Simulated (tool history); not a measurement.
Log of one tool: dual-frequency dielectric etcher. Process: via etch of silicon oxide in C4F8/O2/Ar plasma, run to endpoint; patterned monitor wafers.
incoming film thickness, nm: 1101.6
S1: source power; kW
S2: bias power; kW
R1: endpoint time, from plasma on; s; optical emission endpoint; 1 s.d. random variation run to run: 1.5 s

{"run": 1, "hour": 0.0, "S1": 1.36, "S2": 1.539, "R1": 256.36}
{"run": 2, "hour": 0.7, "S1": 1.21, "S2": 1.539, "R1": 267.35}
{"run": 3, "hour": 7.5, "S1": 1.21, "S2": 1.379, "R1": 273.99}
{"run": 4, "hour": 11.9, "S1": 1.28, "S2": 1.409, "R1": 270.42}
{"run": 5, "hour": 18.1, "S1": 1.28, "S2": 1.533, "R1": 260.95}
{"run": 6, "hour": 26.2, "S1": 1.28, "S2": 1.28, "R1": 273.1}
{"run": 7, "hour": 32.6, "S1": 1.34, "S2": 1.313, "R1": 266.15}
{"run": 8, "hour": 41.1, "S1": 1.4, "S2": 1.332, "R1": 266.18}
{"run": 9, "hour": 43.3, "S1": 1.45, "S2": 1.389, "R1": 257.18}
{"run": 10, "hour": 46.5, "S1": 1.45, "S2": 1.389, "R1": 256.65}
{"run": 11, "hour": 54.4, "S1": 1.49, "S2": 1.411, "R1": 254.8}

Forecast run 12:
{"run": 12, "hour": 58.8, "S1": 1.53, "S2": 1.442, "R1": "?"}

Run 12 gave R1 249.65 s.

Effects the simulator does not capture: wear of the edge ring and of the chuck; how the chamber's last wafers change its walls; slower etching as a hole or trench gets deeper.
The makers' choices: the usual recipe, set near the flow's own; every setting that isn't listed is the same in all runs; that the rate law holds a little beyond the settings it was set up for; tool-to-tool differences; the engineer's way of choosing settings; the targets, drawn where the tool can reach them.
